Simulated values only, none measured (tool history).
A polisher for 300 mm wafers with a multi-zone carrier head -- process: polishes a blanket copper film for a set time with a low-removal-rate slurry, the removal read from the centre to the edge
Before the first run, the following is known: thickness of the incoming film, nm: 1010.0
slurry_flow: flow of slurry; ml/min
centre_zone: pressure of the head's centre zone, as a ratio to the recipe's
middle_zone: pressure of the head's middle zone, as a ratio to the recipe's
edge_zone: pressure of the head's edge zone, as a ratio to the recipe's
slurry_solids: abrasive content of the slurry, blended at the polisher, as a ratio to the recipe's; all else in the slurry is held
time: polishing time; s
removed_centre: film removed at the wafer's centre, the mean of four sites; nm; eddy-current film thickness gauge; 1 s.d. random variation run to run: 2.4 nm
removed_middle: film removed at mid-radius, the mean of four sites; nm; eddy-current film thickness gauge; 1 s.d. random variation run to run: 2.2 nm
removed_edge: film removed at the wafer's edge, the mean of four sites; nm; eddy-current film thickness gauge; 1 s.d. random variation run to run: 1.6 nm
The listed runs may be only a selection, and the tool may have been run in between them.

Run 1, day 0: slurry_flow 300 ml/min, centre_zone 1, middle_zone 1, edge_zone 1, slurry_solids 1, time 60 s. Result: removed_centre 197.32 nm, removed_middle 188.34 nm, removed_edge 198.2 nm.
Run 2, day 0.188: slurry_flow 300 ml/min, centre_zone 1, middle_zone 1, edge_zone 1, slurry_solids 1.1, time 60 s. Result: removed_centre 203.45 nm, removed_middle 201.36 nm, removed_edge 198.96 nm.
Run 3, day 0.479: slurry_flow 300 ml/min, centre_zone 1, middle_zone 1, edge_zone 0.94, slurry_solids 1.1, time 60 s. Result: removed_centre 202.64 nm, removed_middle 198.41 nm, removed_edge 197.77 nm.
Run 4, day 0.646: slurry_flow 300 ml/min, centre_zone 1, middle_zone 0.97, edge_zone 0.94, slurry_solids 1.1, time 60 s. Result: removed_centre 204.55 nm, removed_middle 197.82 nm, removed_edge 193.82 nm.
Run 5, day 0.858: slurry_flow 360 ml/min, centre_zone 1, middle_zone 0.97, edge_zone 0.94, slurry_solids 1.1, time 60 s. Result: removed_centre 206 nm, removed_middle 195.01 nm, removed_edge 197.74 nm.
Run 6, day 1.071: slurry_flow 360 ml/min, centre_zone 1, middle_zone 0.97, edge_zone 0.94, slurry_solids 1, time 60 s. Result: removed_centre 197.5 nm, removed_middle 193.33 nm, removed_edge 193.28 nm.
Run 7, day 1.167: slurry_flow 360 ml/min, centre_zone 0.99, middle_zone 0.96, edge_zone 0.94, slurry_solids 0.95, time 60 s. Result: removed_centre 200.59 nm, removed_middle 185.49 nm, removed_edge 191.69 nm.

For run 8, what comes out?
Run 8, day 1.346: slurry_flow 360 ml/min, centre_zone 0.97, middle_zone 0.97, edge_zone 0.94, slurry_solids 0.9, time 60 s. Result: removed_centre ?, removed_middle ?, removed_edge ?.

For run 8 the tool returned removed_centre 191.42 nm, removed_middle 186.09 nm, removed_edge 185.67 nm.

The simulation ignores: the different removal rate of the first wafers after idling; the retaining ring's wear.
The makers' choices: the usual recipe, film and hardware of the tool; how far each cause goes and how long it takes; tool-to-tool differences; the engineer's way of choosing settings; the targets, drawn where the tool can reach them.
